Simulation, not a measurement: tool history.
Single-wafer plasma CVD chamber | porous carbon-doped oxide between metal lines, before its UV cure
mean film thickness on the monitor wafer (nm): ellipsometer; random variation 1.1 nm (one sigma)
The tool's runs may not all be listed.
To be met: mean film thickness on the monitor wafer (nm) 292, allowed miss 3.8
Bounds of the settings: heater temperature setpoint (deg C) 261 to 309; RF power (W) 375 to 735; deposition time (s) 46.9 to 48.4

| run | hour | heater temperature setpoint (deg C) | RF power (W) | deposition time (s) | mean film thickness on the monitor wafer (nm) |
|---|---|---|---|---|---|
| 1 | 0 | 285 | 555 | 46.9 | 277.77 |
| 2 | 5.1 | 285 | 555 | 46.9 | 274.99 |
| 3 | 11.9 | 283 | 555 | 46.9 | 280.7 |
| 4 | 14.2 | 283 | 555 | 46.9 | 277.82 |
| 5 | 17.5 | 293 | 555 | 46.9 | 261.04 |
| 6 | 21.2 | 293 | 630 | 46.9 | 283.19 |
| 7 | 28.3 | 292 | 630 | 46.9 | 283.62 |
| 8 | 30.5 | 291 | 630 | 46.9 | 284.5 |

Which of these 5 next moves meets every target?
| A | 32.7 | 293 | 620 | 47.5 | ? |
| B | 32.7 | 296 | 635 | 47.6 | ? |
| C | 32.7 | 290 | 640 | 47.3 | ? |
| D | 32.7 | 291 | 665 | 47.9 | ? |
| E | 32.7 | 286 | 560 | 47.8 | ? |

| move | mean film thickness on the monitor wafer (nm) |
|---|---|
| A | 282.39 |
| B | 281.69 |
| C | 292.09 |
| D | 300.62 |
| E | 279.89 |
A: further off than the last run
B: further off than the last run
C: meets every target
D: takes the result that was furthest off past its target
E: further off than the last run
The right move is C.
